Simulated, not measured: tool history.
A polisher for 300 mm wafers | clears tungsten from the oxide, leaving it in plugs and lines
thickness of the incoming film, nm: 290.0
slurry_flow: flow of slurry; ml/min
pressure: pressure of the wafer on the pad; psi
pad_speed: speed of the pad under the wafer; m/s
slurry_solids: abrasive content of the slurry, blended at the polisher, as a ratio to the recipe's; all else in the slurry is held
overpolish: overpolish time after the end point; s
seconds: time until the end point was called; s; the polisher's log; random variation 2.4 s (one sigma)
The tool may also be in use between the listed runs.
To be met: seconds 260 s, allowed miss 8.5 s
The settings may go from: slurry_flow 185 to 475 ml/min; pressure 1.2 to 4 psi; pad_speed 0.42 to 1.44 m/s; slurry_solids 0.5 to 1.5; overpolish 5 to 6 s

run  hour  slurry_flow  pressure  pad_speed  slurry_solids  overpolish  seconds
  1     0          305       2.6       0.92              1           6    110.6
  2   0.7          305       2.3       0.86              1           6   128.97
  3   8.6          305       2.1        0.8              1           6   147.98
  4  16.7          305       2.1       0.88              1           6   136.29
  5  21.1          305       1.9       0.82              1           6   157.19
  6  23.4          305       1.8       0.78              1           6   167.05
  7  28.2          305       1.7       0.74              1           6   182.82
  8    32          305       1.6        0.7              1           6   201.26
  9  40.5          305       1.5       0.68              1           6   214.94
 10    46          305       1.4       0.66              1           6    230.3
 11  52.2          305       1.3       0.64              1           6   249.73

Which of these 4 next moves meets every target?
  A  58.4          295       1.4       0.64              1           6        ?
  B  58.4          190       1.8        0.5            1.2           6        ?
  C  58.4          315       1.3        0.7           0.95           6        ?
  D  58.4          270       1.2       0.64           1.15           6        ?

move  seconds
   A   240.06
   B   240.61
   C   237.05
   D   260.22
A: further off than the last run
B: further off than the last run
C: further off than the last run
D: meets every target
Answer: D

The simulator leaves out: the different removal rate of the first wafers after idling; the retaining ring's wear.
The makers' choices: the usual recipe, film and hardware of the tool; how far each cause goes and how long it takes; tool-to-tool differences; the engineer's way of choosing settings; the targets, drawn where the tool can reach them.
